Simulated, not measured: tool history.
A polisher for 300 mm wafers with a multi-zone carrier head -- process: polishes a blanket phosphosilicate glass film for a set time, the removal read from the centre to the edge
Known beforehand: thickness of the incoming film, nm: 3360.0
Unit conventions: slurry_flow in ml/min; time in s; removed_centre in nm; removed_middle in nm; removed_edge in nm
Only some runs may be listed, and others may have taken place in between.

{"run": 1, "day": 0.0, "slurry_flow": 220, "centre_zone": 1.0, "middle_zone": 1.0, "edge_zone": 1.0, "slurry_solids": 1.0, "time": 41, "removed_centre": 379.89, "removed_middle": 378.52, "removed_edge": 379.89}
{"run": 2, "day": 0.038, "slurry_flow": 230, "centre_zone": 1.02, "middle_zone": 1.03, "edge_zone": 1.03, "slurry_solids": 1.1, "time": 41, "removed_centre": 410.83, "removed_middle": 412.21, "removed_edge": 410.81}
{"run": 3, "day": 0.388, "slurry_flow": 245, "centre_zone": 1.05, "middle_zone": 1.06, "edge_zone": 1.06, "slurry_solids": 1.15, "time": 41, "removed_centre": 434.33, "removed_middle": 434.07, "removed_edge": 428.65}
{"run": 4, "day": 0.558, "slurry_flow": 255, "centre_zone": 1.07, "middle_zone": 1.09, "edge_zone": 1.08, "slurry_solids": 1.2, "time": 41, "removed_centre": 455.94, "removed_middle": 457.78, "removed_edge": 450.72}
{"run": 5, "day": 0.779, "slurry_flow": 265, "centre_zone": 1.09, "middle_zone": 1.11, "edge_zone": 1.09, "slurry_solids": 1.25, "time": 41, "removed_centre": 478.99, "removed_middle": 475.07, "removed_edge": 460.47}
{"run": 6, "day": 0.925, "slurry_flow": 265, "centre_zone": 1.09, "middle_zone": 1.11, "edge_zone": 1.09, "slurry_solids": 1.4, "time": 41, "removed_centre": 496.75, "removed_middle": 500.46, "removed_edge": 483.9}
{"run": 7, "day": 1.271, "slurry_flow": 275, "centre_zone": 1.1, "middle_zone": 1.12, "edge_zone": 1.1, "slurry_solids": 1.4, "time": 41, "removed_centre": 511.49, "removed_middle": 509.26, "removed_edge": 481.0}

Run 8 comes next. What will it give?
{"run": 8, "day": 1.55, "slurry_flow": 280, "centre_zone": 1.1, "middle_zone": 1.13, "edge_zone": 1.11, "slurry_solids": 1.4, "time": 41, "removed_centre": "?", "removed_middle": "?", "removed_edge": "?"}

{"run 8": {"removed_centre": 516.97, "removed_middle": 509.13, "removed_edge": 488.01}}
